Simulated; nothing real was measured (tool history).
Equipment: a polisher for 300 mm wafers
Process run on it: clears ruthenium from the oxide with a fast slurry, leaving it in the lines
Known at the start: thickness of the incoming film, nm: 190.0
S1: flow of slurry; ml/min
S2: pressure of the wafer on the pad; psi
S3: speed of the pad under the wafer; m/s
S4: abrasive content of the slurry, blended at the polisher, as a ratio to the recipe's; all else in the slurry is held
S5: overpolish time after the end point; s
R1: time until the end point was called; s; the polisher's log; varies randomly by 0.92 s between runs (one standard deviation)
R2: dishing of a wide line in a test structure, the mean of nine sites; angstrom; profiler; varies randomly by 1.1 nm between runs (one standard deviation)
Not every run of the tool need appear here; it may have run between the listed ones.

run  hour   S1   S2    S3    S4  S5      R1      R2
  1   0.0  275  3.2  0.80  1.00  27  57.928  677.68
  2   4.9  275  3.2  0.68  1.00  27  67.416  551.04
  3   7.5  275  2.9  0.68  1.00  28  75.521  567.39
  4  15.3  275  2.7  0.68  1.00  28  79.466  529.05
  5  22.4  275  2.7  0.68  1.00  24  78.113  455.79
  6  29.1  275  2.7  0.68  0.85  24  87.880  413.49
  7  31.8  275  2.6  0.68  0.85  25  91.012  419.71
  8  35.3  275  2.6  0.68  0.85  26  90.066  432.46
  9  36.2  275  2.5  0.68  0.85  27  94.219  431.25
 10  43.8  275  2.5  0.68  0.85  28  94.668  462.74

Run 11, settings as shown, results not yet in. Your forecast:
 11  47.6  275  2.5  0.68  0.85  29   ?   ?

{"run 11": {"R1": 94.016, "R2": 481.22}}
